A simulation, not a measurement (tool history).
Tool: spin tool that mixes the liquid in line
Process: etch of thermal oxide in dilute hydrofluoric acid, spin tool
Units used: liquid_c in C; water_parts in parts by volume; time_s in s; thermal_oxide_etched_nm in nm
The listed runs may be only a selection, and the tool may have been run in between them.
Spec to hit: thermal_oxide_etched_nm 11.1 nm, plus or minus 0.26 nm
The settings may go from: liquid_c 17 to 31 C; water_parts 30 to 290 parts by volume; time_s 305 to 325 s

Run 1, hour 0: liquid_c 23 C, water_parts 160 parts by volume, time_s 305 s. Result: thermal_oxide_etched_nm 7.773 nm.
Run 2, hour 1.4: liquid_c 25 C, water_parts 160 parts by volume, time_s 305 s. Result: thermal_oxide_etched_nm 8.3728 nm.
Run 3, hour 8.8: liquid_c 25 C, water_parts 205 parts by volume, time_s 305 s. Result: thermal_oxide_etched_nm 6.2195 nm.
Run 4, hour 11.8: liquid_c 25 C, water_parts 245 parts by volume, time_s 305 s. Result: thermal_oxide_etched_nm 5.029 nm.
Run 5, hour 18: liquid_c 26 C, water_parts 230 parts by volume, time_s 305 s. Result: thermal_oxide_etched_nm 5.5597 nm.
Run 6, hour 20: liquid_c 26.5 C, water_parts 215 parts by volume, time_s 305 s. Result: thermal_oxide_etched_nm 6.2587 nm.
Run 7, hour 27.3: liquid_c 27 C, water_parts 205 parts by volume, time_s 305 s. Result: thermal_oxide_etched_nm 6.7234 nm.
Run 8, hour 33.4: liquid_c 27 C, water_parts 205 parts by volume, time_s 305 s. Result: thermal_oxide_etched_nm 6.8157 nm.

Consider the 4 candidate settings below. Which is the only one whose results all fall within their allowed miss of target?
Run A, hour 39.5: liquid_c 27 C, water_parts 185 parts by volume, time_s 325 s. Result: thermal_oxide_etched_nm ?.
Run B, hour 39.5: liquid_c 28.5 C, water_parts 150 parts by volume, time_s 325 s. Result: thermal_oxide_etched_nm ?.
Run C, hour 39.5: liquid_c 27.5 C, water_parts 175 parts by volume, time_s 325 s. Result: thermal_oxide_etched_nm ?.
Run D, hour 39.5: liquid_c 25.5 C, water_parts 150 parts by volume, time_s 305 s. Result: thermal_oxide_etched_nm ?.

move  thermal_oxide_etched_nm
   A                   8.1851
   B                   11.124
   C                   8.9157
   D                   9.3406
A: closes in on the targets versus the last run, not all within tolerance yet
B: hits every target within its allowed miss
C: closes in on the targets versus the last run, not all within tolerance yet
D: closes in on the targets versus the last run, not all within tolerance yet
B is the move that brings every result within its allowed miss.

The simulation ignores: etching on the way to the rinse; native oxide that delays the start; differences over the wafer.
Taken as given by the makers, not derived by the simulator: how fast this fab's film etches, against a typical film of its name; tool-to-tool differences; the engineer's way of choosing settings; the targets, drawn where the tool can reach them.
